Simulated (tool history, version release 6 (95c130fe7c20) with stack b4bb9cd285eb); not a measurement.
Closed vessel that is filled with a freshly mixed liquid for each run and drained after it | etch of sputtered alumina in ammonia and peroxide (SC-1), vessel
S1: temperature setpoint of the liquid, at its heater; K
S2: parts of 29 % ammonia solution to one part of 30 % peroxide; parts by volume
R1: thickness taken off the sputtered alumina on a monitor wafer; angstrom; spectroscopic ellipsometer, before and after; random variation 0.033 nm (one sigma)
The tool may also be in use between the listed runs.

run 1 hour=0 | S1=328.15 S2=0.9 time_in_the_liquid_(s)=110 | R1=87.997
run 2 hour=3.2 | S1=331.15 S2=0.9 time_in_the_liquid_(s)=110 | R1=102.03
run 3 hour=4.6 | S1=331.15 S2=0.8 time_in_the_liquid_(s)=110 | R1=99.722
run 4 hour=11.5 | S1=327.65 S2=0.8 time_in_the_liquid_(s)=110 | R1=84.18
run 5 hour=18.5 | S1=327.65 S2=0.5 time_in_the_liquid_(s)=110 | R1=79.728
run 6 hour=26.7 | S1=325.15 S2=0.5 time_in_the_liquid_(s)=110 | R1=69.859
run 7 hour=33.8 | S1=323.65 S2=0.5 time_in_the_liquid_(s)=110 | R1=64.909
run 8 hour=39.4 | S1=322.15 S2=0.5 time_in_the_liquid_(s)=110 | R1=59.092
run 9 hour=44.4 | S1=321.15 S2=0.5 time_in_the_liquid_(s)=110 | R1=56.45
run 10 hour=45.3 | S1=320.65 S2=0.5 time_in_the_liquid_(s)=110 | R1=54.157
run 11 hour=50.7 | S1=320.15 S2=0.5 time_in_the_liquid_(s)=110 | R1=53.644

Run 12 comes next. What will it give?
run 12 hour=58.7 | S1=319.65 S2=0.5 time_in_the_liquid_(s)=110 | R1=?

Run 12 gave R1 51.857 angstrom.

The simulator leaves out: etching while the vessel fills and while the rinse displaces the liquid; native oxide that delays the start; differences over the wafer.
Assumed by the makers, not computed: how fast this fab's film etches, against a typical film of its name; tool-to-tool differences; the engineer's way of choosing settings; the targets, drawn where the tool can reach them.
